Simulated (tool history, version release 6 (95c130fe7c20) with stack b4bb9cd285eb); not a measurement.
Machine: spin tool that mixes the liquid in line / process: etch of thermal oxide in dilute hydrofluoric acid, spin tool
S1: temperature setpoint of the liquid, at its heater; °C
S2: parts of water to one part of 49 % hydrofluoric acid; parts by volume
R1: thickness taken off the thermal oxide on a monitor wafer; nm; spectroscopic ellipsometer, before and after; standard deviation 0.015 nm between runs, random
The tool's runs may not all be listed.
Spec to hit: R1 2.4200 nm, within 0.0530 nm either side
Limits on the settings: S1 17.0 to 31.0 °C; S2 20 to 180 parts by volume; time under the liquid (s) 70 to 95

Run 1, hour 0.0: S1 23.0 °C, S2 100 parts by volume, time under the liquid (s) 95. Result: R1 4.3013 nm.
Run 2, hour 4.7: S1 22.5 °C, S2 105 parts by volume, time under the liquid (s) 95. Result: R1 3.9729 nm.
Run 3, hour 13.6: S1 25.0 °C, S2 105 parts by volume, time under the liquid (s) 95. Result: R1 4.4479 nm.
Run 4, hour 17.1: S1 25.0 °C, S2 105 parts by volume, time under the liquid (s) 95. Result: R1 4.4036 nm.
Run 5, hour 21.1: S1 24.0 °C, S2 110 parts by volume, time under the liquid (s) 95. Result: R1 4.0346 nm.
Run 6, hour 29.1: S1 24.0 °C, S2 110 parts by volume, time under the liquid (s) 95. Result: R1 4.0555 nm.
Run 7, hour 33.7: S1 23.0 °C, S2 115 parts by volume, time under the liquid (s) 95. Result: R1 3.7026 nm.
Run 8, hour 39.4: S1 22.5 °C, S2 115 parts by volume, time under the liquid (s) 95. Result: R1 3.6352 nm.
Run 9, hour 44.5: S1 22.0 °C, S2 120 parts by volume, time under the liquid (s) 95. Result: R1 3.3668 nm.
Run 10, hour 46.6: S1 21.5 °C, S2 120 parts by volume, time under the liquid (s) 95. Result: R1 3.3112 nm.
Run 11, hour 52.3: S1 21.0 °C, S2 120 parts by volume, time under the liquid (s) 95. Result: R1 3.2787 nm.
Run 12, hour 60.1: S1 20.5 °C, S2 120 parts by volume, time under the liquid (s) 95. Result: R1 3.1899 nm.
Run 13, hour 65.9: S1 20.5 °C, S2 120 parts by volume, time under the liquid (s) 95. Result: R1 3.1939 nm.
Run 14, hour 70.2: S1 20.0 °C, S2 120 parts by volume, time under the liquid (s) 95. Result: R1 3.1027 nm.
Run 15, hour 71.9: S1 19.5 °C, S2 120 parts by volume, time under the liquid (s) 95. Result: R1 3.0407 nm.
Run 16, hour 79.2: S1 19.0 °C, S2 120 parts by volume, time under the liquid (s) 95. Result: R1 2.9976 nm.
Run 17, hour 84.8: S1 18.0 °C, S2 130 parts by volume, time under the liquid (s) 95. Result: R1 2.6217 nm.

Which one of the following 4 next-run settings gets every result inside its allowed miss? There is exactly one.
Run A, hour 90.4: S1 19.0 °C, S2 120 parts by volume, time under the liquid (s) 90. Result: R1 ?.
Run B, hour 90.4: S1 20.0 °C, S2 120 parts by volume, time under the liquid (s) 70. Result: R1 ?.
Run C, hour 90.4: S1 21.0 °C, S2 150 parts by volume, time under the liquid (s) 95. Result: R1 ?.
Run D, hour 90.4: S1 20.0 °C, S2 135 parts by volume, time under the liquid (s) 85. Result: R1 ?.

move      R1
   A  2.8388
   B  2.2998
   C  2.5163
   D  2.4427
A: its largest miss is bigger than the last run's
B: moves the result that the last run missed by most past its target, out the other side
C: gains on the last run, yet a result remains outside its allowed miss
D: every result lands within tolerance
So the answer is move D, the one that meets all the targets.
